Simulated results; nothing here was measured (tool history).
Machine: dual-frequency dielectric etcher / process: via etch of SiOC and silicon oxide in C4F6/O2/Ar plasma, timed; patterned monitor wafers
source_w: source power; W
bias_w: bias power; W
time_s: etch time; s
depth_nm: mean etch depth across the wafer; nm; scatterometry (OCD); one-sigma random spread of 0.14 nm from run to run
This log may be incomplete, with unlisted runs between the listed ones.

run,day,source_w,bias_w,time_s,depth_nm
1,0,390,172,51,57.731
2,0.283,390,200,51,61.43
3,0.338,340,183,50.5,53.476
4,0.417,310,183,50.5,50.389
5,0.65,300,183,50.5,49.204
6,0.804,300,183,46.5,45.218

Expected results for the next run?
7,1.017,340,185,46.5,?

depth_nm: 49.89 nm
